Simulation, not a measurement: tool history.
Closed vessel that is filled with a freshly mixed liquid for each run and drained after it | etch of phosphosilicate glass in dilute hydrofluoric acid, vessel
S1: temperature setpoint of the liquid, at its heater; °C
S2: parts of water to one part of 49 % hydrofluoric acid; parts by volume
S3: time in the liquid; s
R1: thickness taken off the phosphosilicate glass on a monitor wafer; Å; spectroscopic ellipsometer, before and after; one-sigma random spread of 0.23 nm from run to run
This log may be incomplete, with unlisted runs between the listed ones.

run,hour,S1,S2,S3,R1
1,0.0,20.0,115,30,240.83
2,1.7,21.0,115,30,251.85
3,8.2,21.5,115,30,257.39
4,14.9,21.5,140,30,205.28
5,18.2,20.0,140,30,194.00
6,24.9,20.0,125,30,219.92
7,33.7,21.5,125,30,235.97
8,41.2,22.5,125,30,243.67

Run 9, settings as shown, results not yet in. Your forecast:
9,50.1,23.5,125,30,?

{"run 9": {"R1": 252.53}}
